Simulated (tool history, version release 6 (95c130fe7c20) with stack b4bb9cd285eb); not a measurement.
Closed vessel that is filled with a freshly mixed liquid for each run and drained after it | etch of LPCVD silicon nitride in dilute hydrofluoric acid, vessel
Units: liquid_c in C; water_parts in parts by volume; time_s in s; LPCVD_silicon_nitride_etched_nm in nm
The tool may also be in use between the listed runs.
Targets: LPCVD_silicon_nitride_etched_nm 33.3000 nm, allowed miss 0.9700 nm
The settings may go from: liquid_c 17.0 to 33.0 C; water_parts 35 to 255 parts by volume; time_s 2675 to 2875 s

| run | hour | liquid_c | water_parts | time_s | LPCVD_silicon_nitride_etched_nm |
|---|---|---|---|---|---|
| 1 | 0.0 | 25.0 | 145 | 2675 | 9.7013 |
| 2 | 0.8 | 26.0 | 130 | 2680 | 11.5430 |
| 3 | 4.4 | 26.0 | 160 | 2680 | 9.4024 |
| 4 | 5.3 | 27.0 | 140 | 2685 | 11.5690 |
| 5 | 11.7 | 27.0 | 140 | 2875 | 12.3210 |
| 6 | 15.0 | 28.0 | 125 | 2875 | 14.7340 |
| 7 | 16.8 | 29.0 | 115 | 2875 | 16.9810 |
| 8 | 22.7 | 33.0 | 60 | 2875 | 41.8970 |
| 9 | 24.8 | 32.5 | 60 | 2875 | 40.4980 |

5 next moves are on the table. One of them brings every result within its allowed miss. Which?
| A | 26.9 | 31.0 | 75 | 2730 | ? |
| B | 26.9 | 33.0 | 80 | 2875 | ? |
| C | 26.9 | 32.0 | 65 | 2875 | ? |
| D | 26.9 | 31.0 | 65 | 2835 | ? |
| E | 26.9 | 32.5 | 50 | 2865 | ? |

| move | LPCVD_silicon_nitride_etched_nm |
|---|---|
| A | 28.0850 |
| B | 31.4090 |
| C | 36.3540 |
| D | 33.6520 |
| E | 48.5740 |
A: takes the result that was furthest off past its target
B: takes the result that was furthest off past its target
C: nearer than the last run, and not there yet
D: meets every target
E: further off than the last run
Move D is the one to make.

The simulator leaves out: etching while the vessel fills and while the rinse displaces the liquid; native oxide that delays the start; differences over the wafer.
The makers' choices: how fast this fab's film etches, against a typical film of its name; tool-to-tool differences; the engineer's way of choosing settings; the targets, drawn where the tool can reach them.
